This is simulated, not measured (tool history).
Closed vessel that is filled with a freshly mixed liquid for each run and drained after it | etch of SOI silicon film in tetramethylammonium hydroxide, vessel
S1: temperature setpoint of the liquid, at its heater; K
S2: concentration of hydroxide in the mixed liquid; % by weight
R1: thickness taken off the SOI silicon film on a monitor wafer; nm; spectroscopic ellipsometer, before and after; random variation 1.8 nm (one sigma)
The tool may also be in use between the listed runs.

run 1 hour=0.0 | S1=334.15 S2=16.0 time_in_the_liquid_(s)=100 | R1=370.23
run 2 hour=1.1 | S1=334.15 S2=18.5 time_in_the_liquid_(s)=100 | R1=356.52
run 3 hour=4.7 | S1=332.65 S2=18.5 time_in_the_liquid_(s)=100 | R1=322.55
run 4 hour=6.2 | S1=331.65 S2=18.5 time_in_the_liquid_(s)=100 | R1=307.70
run 5 hour=10.0 | S1=331.65 S2=18.5 time_in_the_liquid_(s)=110 | R1=337.12
run 6 hour=16.3 | S1=331.65 S2=21.5 time_in_the_liquid_(s)=110 | R1=309.63
run 7 hour=18.9 | S1=331.15 S2=21.5 time_in_the_liquid_(s)=110 | R1=299.77
run 8 hour=27.6 | S1=330.65 S2=21.5 time_in_the_liquid_(s)=110 | R1=293.64

Forecast run 9:
run 9 hour=29.1 | S1=330.15 S2=21.5 time_in_the_liquid_(s)=110 | R1=?

{"run 9": {"R1": 282.08}}
